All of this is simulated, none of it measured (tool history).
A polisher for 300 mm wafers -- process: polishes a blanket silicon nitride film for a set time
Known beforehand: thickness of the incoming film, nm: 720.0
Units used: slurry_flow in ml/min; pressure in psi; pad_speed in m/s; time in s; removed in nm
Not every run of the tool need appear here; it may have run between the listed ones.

Run 1, hour 0: slurry_flow 165 ml/min, pressure 4.8 psi, pad_speed 1.08 m/s, time 59 s. Result: removed 145.59 nm.
Run 2, hour 7.9: slurry_flow 165 ml/min, pressure 4.8 psi, pad_speed 1.08 m/s, time 59 s. Result: removed 149.37 nm.
Run 3, hour 12.9: slurry_flow 165 ml/min, pressure 4.8 psi, pad_speed 1.08 m/s, time 59 s. Result: removed 147.14 nm.
Run 4, hour 16.6: slurry_flow 145 ml/min, pressure 4.8 psi, pad_speed 1.08 m/s, time 59 s. Result: removed 144.39 nm.
Run 5, hour 19: slurry_flow 145 ml/min, pressure 4.8 psi, pad_speed 1.22 m/s, time 59 s. Result: removed 162.97 nm.
Run 6, hour 26.3: slurry_flow 150 ml/min, pressure 4.9 psi, pad_speed 1.22 m/s, time 59 s. Result: removed 166.53 nm.
Run 7, hour 32.4: slurry_flow 155 ml/min, pressure 5 psi, pad_speed 1.22 m/s, time 59 s. Result: removed 167.78 nm.
Run 8, hour 40.5: slurry_flow 155 ml/min, pressure 5 psi, pad_speed 1.22 m/s, time 59 s. Result: removed 171 nm.
Run 9, hour 44.1: slurry_flow 160 ml/min, pressure 5.1 psi, pad_speed 1.22 m/s, time 59 s. Result: removed 171.04 nm.

Estimate the outcome of run 10 from the log above:
Run 10, hour 47: slurry_flow 160 ml/min, pressure 5.2 psi, pad_speed 1.22 m/s, time 59 s. Result: removed ?.

Run 10 gave removed 174.11 nm.
